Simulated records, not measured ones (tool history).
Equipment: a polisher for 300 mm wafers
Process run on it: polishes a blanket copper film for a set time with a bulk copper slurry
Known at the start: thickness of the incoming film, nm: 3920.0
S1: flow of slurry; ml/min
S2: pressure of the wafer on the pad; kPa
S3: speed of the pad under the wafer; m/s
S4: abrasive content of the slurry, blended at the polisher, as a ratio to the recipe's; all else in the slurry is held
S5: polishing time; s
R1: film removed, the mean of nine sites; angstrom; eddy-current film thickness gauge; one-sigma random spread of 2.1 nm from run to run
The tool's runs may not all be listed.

run,day,S1,S2,S3,S4,S5,R1
1,0.000,155,11.7,1.14,1.0,98,7316.9
2,0.038,150,10.3,1.02,1.0,98,5771.4
3,0.146,145,9.0,0.92,1.0,98,4453.9
4,0.496,115,9.0,0.92,1.0,98,4291.1
5,0.688,110,8.3,0.88,1.0,98,3758.7
6,1.033,95,8.3,0.88,1.0,98,3569.5
7,1.083,95,5.5,0.76,1.0,98,2121.6
8,1.312,110,5.5,0.76,1.0,98,2205.5

What will run 9 give?
9,1.425,125,5.5,0.76,1.0,98,?

{"run 9": {"R1": 2272.1}}
